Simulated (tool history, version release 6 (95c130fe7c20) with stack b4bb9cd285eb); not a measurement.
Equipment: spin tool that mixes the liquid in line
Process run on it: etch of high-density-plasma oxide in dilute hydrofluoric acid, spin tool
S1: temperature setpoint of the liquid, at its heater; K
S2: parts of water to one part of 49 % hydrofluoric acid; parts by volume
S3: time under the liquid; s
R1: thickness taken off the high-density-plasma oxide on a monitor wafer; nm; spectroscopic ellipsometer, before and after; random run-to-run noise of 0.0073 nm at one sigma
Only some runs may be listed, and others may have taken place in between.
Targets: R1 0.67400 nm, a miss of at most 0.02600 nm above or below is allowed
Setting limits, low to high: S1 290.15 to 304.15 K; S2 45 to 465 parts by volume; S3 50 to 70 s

{"run": 1, "hour": 0.0, "S1": 296.15, "S2": 255, "S3": 70, "R1": 1.3411}
{"run": 2, "hour": 2.9, "S1": 295.65, "S2": 265, "S3": 70, "R1": 1.2848}
{"run": 3, "hour": 4.3, "S1": 295.15, "S2": 280, "S3": 70, "R1": 1.1688}
{"run": 4, "hour": 8.1, "S1": 295.15, "S2": 280, "S3": 70, "R1": 1.1815}
{"run": 5, "hour": 9.0, "S1": 295.15, "S2": 200, "S3": 70, "R1": 1.8018}
{"run": 6, "hour": 10.2, "S1": 295.15, "S2": 135, "S3": 70, "R1": 2.8418}
{"run": 7, "hour": 18.2, "S1": 294.65, "S2": 160, "S3": 70, "R1": 2.2679}
{"run": 8, "hour": 22.1, "S1": 294.15, "S2": 180, "S3": 70, "R1": 1.9085}
{"run": 9, "hour": 25.2, "S1": 293.65, "S2": 195, "S3": 70, "R1": 1.7308}
{"run": 10, "hour": 32.9, "S1": 293.15, "S2": 210, "S3": 70, "R1": 1.5415}
{"run": 11, "hour": 36.6, "S1": 290.15, "S2": 315, "S3": 70, "R1": 0.84741}
{"run": 12, "hour": 43.0, "S1": 290.15, "S2": 320, "S3": 70, "R1": 0.82258}

Which single option among these 5 for the next run brings every result within its allowed miss of target? Just one does.
{"run": "A", "hour": 49.4, "S1": 292.65, "S2": 300, "S3": 70, "R1": "?"}
{"run": "B", "hour": 49.4, "S1": 291.65, "S2": 340, "S3": 65, "R1": "?"}
{"run": "C", "hour": 49.4, "S1": 290.15, "S2": 335, "S3": 60, "R1": "?"}
{"run": "D", "hour": 49.4, "S1": 290.65, "S2": 335, "S3": 65, "R1": "?"}
{"run": "E", "hour": 49.4, "S1": 290.15, "S2": 380, "S3": 65, "R1": "?"}

move=A R1=0.98540
move=B R1=0.75206
move=C R1=0.66945
move=D R1=0.73882
move=E R1=0.61676
A: the biggest miss grows against the last run
B: better than the last run, though not everything is in spec
C: all results land within tolerance of their targets
D: better than the last run, though not everything is in spec
E: takes the biggest miss from the last run beyond its target
Move C is the one to make.
